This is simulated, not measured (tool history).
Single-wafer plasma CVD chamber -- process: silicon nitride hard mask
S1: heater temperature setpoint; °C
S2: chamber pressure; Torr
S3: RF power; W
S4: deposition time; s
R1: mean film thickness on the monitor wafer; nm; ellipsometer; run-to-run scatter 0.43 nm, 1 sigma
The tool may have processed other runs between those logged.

Run 1, day 0.000: S1 380 °C, S2 1.39 Torr, S3 300 W, S4 56.1 s. Result: R1 68.534 nm.
Run 2, day 0.121: S1 370 °C, S2 1.39 Torr, S3 300 W, S4 56.1 s. Result: R1 68.975 nm.
Run 3, day 0.462: S1 370 °C, S2 1.39 Torr, S3 315 W, S4 56.1 s. Result: R1 71.180 nm.
Run 4, day 0.554: S1 370 °C, S2 1.39 Torr, S3 345 W, S4 56.1 s. Result: R1 74.410 nm.
Run 5, day 0.679: S1 370 °C, S2 1.42 Torr, S3 350 W, S4 56.1 s. Result: R1 75.805 nm.
Run 6, day 0.721: S1 370 °C, S2 1.45 Torr, S3 350 W, S4 56.1 s. Result: R1 76.130 nm.
Run 7, day 0.858: S1 370 °C, S2 1.45 Torr, S3 350 W, S4 56.1 s. Result: R1 76.535 nm.
Run 8, day 1.054: S1 370 °C, S2 1.47 Torr, S3 350 W, S4 56.1 s. Result: R1 76.136 nm.
Run 9, day 1.238: S1 370 °C, S2 1.49 Torr, S3 355 W, S4 56.2 s. Result: R1 77.683 nm.
Run 10, day 1.371: S1 370 °C, S2 1.51 Torr, S3 355 W, S4 56.2 s. Result: R1 77.720 nm.
Run 11, day 1.392: S1 370 °C, S2 1.53 Torr, S3 355 W, S4 56.2 s. Result: R1 78.711 nm.
Run 12, day 1.617: S1 370 °C, S2 1.54 Torr, S3 355 W, S4 56.2 s. Result: R1 78.364 nm.
Run 13, day 1.962: S1 370 °C, S2 1.56 Torr, S3 355 W, S4 56.2 s. Result: R1 78.762 nm.
Run 14, day 2.192: S1 370 °C, S2 1.57 Torr, S3 355 W, S4 56.2 s. Result: R1 79.309 nm.
Run 15, day 2.354: S1 370 °C, S2 1.58 Torr, S3 355 W, S4 56.2 s. Result: R1 78.454 nm.

What will run 16 give?
Run 16, day 2.671: S1 370 °C, S2 1.58 Torr, S3 355 W, S4 56.2 s. Result: R1 ?.

R1: 79.280 nm
